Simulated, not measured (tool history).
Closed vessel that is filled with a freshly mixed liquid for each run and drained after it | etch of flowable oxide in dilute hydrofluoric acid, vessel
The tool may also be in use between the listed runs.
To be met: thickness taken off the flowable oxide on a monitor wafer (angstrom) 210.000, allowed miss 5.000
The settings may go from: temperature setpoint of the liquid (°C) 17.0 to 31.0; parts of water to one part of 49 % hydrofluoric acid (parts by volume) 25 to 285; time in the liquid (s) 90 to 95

run,hour,temperature setpoint of the liquid (°C),parts of water to one part of 49 % hydrofluoric acid (parts by volume),time in the liquid (s),thickness taken off the flowable oxide on a monitor wafer (angstrom)
1,0.0,23.0,155,90,145.730
2,2.6,19.5,155,90,129.260
3,6.7,19.5,195,90,99.402
4,8.8,18.0,195,90,92.398
5,13.4,20.0,195,90,99.774
6,22.7,23.0,180,90,123.320
7,26.6,25.5,170,90,146.990
8,34.5,29.5,145,90,202.990

5 next moves are on the table. One of them brings every result within its allowed miss. Which?
A,42.4,30.5,145,95,?
B,42.4,30.0,150,90,?
C,42.4,31.0,155,95,?
D,42.4,30.5,150,90,?
E,42.4,31.0,155,90,?

move,thickness taken off the flowable oxide on a monitor wafer (angstrom)
A,221.590
B,198.000
C,208.230
D,201.580
E,197.270
A: takes the result that was furthest off past its target
B: further off than the last run
C: meets every target
D: further off than the last run
E: further off than the last run
The right move is C.
